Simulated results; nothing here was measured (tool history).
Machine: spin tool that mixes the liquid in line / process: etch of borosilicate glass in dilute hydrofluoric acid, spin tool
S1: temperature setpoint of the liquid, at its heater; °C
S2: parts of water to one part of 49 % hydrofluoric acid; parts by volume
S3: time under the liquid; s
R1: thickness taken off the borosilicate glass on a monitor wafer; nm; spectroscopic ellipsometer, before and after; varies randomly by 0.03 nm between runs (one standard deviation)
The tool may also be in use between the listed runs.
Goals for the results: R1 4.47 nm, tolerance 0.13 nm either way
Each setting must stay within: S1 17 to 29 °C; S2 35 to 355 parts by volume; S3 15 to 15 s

Run 1, hour 0: S1 21 °C, S2 195 parts by volume, S3 15 s. Result: R1 2.1527 nm.
Run 2, hour 6.6: S1 22.5 °C, S2 195 parts by volume, S3 15 s. Result: R1 2.2939 nm.
Run 3, hour 7.4: S1 22.5 °C, S2 220 parts by volume, S3 15 s. Result: R1 1.9613 nm.
Run 4, hour 11.2: S1 23.5 °C, S2 205 parts by volume, S3 15 s. Result: R1 2.268 nm.
Run 5, hour 18.3: S1 23.5 °C, S2 205 parts by volume, S3 15 s. Result: R1 2.2368 nm.
Run 6, hour 25.2: S1 24.5 °C, S2 190 parts by volume, S3 15 s. Result: R1 2.5528 nm.
Run 7, hour 34.2: S1 25 °C, S2 180 parts by volume, S3 15 s. Result: R1 2.7795 nm.
Run 8, hour 39.1: S1 25 °C, S2 180 parts by volume, S3 15 s. Result: R1 2.7609 nm.
Run 9, hour 45.4: S1 25.5 °C, S2 170 parts by volume, S3 15 s. Result: R1 3.0245 nm.
Run 10, hour 51.5: S1 26 °C, S2 165 parts by volume, S3 15 s. Result: R1 3.1917 nm.
Run 11, hour 53.6: S1 26.5 °C, S2 160 parts by volume, S3 15 s. Result: R1 3.396 nm.
Run 12, hour 61.5: S1 27 °C, S2 155 parts by volume, S3 15 s. Result: R1 3.529 nm.
Run 13, hour 63.3: S1 27.5 °C, S2 150 parts by volume, S3 15 s. Result: R1 3.7632 nm.
Run 14, hour 69.4: S1 27.5 °C, S2 145 parts by volume, S3 15 s. Result: R1 3.9483 nm.
Run 15, hour 71.2: S1 28.5 °C, S2 140 parts by volume, S3 15 s. Result: R1 4.238 nm.

5 candidate next runs follow, results not yet known. Just one meets every target within its allowed miss. Identify it.
Run A, hour 73: S1 29 °C, S2 135 parts by volume, S3 15 s. Result: R1 ?.
Run B, hour 73: S1 27.5 °C, S2 145 parts by volume, S3 15 s. Result: R1 ?.
Run C, hour 73: S1 29 °C, S2 145 parts by volume, S3 15 s. Result: R1 ?.
Run D, hour 73: S1 26.5 °C, S2 135 parts by volume, S3 15 s. Result: R1 ?.
Run E, hour 73: S1 28.5 °C, S2 145 parts by volume, S3 15 s. Result: R1 ?.

move      R1
   A  4.5374
   B  3.9463
   C  4.1699
   D  4.1342
   E  4.0944
A: every result lands within tolerance
B: moves away from the targets compared with the last run
C: moves away from the targets compared with the last run
D: moves away from the targets compared with the last run
E: moves away from the targets compared with the last run
A meets every target.

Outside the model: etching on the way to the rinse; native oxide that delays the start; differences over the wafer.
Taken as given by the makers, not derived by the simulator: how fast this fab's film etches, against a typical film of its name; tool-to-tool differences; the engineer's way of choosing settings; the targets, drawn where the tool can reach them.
